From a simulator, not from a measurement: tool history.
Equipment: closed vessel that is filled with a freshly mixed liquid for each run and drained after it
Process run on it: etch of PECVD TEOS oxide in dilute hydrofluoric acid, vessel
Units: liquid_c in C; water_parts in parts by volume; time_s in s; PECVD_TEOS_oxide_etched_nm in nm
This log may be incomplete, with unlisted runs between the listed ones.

run 1 hour=0.0 | liquid_c=21.0 water_parts=185 time_s=105 | PECVD_TEOS_oxide_etched_nm=7.4604
run 2 hour=4.2 | liquid_c=24.0 water_parts=185 time_s=105 | PECVD_TEOS_oxide_etched_nm=8.2758
run 3 hour=11.1 | liquid_c=24.0 water_parts=185 time_s=85 | PECVD_TEOS_oxide_etched_nm=6.7182
run 4 hour=14.9 | liquid_c=24.5 water_parts=140 time_s=90 | PECVD_TEOS_oxide_etched_nm=10.2600
run 5 hour=18.9 | liquid_c=24.5 water_parts=140 time_s=85 | PECVD_TEOS_oxide_etched_nm=9.5341
-- hour=24.5 thermometer replaced
run 6 hour=24.5 | liquid_c=22.0 water_parts=140 time_s=85 | PECVD_TEOS_oxide_etched_nm=8.9940
run 7 hour=30.2 | liquid_c=23.5 water_parts=115 time_s=85 | PECVD_TEOS_oxide_etched_nm=12.0650
run 8 hour=32.5 | liquid_c=24.5 water_parts=100 time_s=85 | PECVD_TEOS_oxide_etched_nm=14.8190
run 9 hour=35.4 | liquid_c=24.5 water_parts=100 time_s=85 | PECVD_TEOS_oxide_etched_nm=14.5790
run 10 hour=38.8 | liquid_c=25.5 water_parts=95 time_s=85 | PECVD_TEOS_oxide_etched_nm=16.2860
run 11 hour=45.4 | liquid_c=26.5 water_parts=95 time_s=85 | PECVD_TEOS_oxide_etched_nm=17.1060
run 12 hour=48.4 | liquid_c=27.0 water_parts=95 time_s=85 | PECVD_TEOS_oxide_etched_nm=17.1940
run 13 hour=50.3 | liquid_c=27.5 water_parts=95 time_s=85 | PECVD_TEOS_oxide_etched_nm=17.8630
run 14 hour=53.8 | liquid_c=28.0 water_parts=95 time_s=85 | PECVD_TEOS_oxide_etched_nm=18.1670

What will run 15 give?
run 15 hour=59.5 | liquid_c=28.0 water_parts=95 time_s=85 | PECVD_TEOS_oxide_etched_nm=?

PECVD_TEOS_oxide_etched_nm: 17.7750 nm
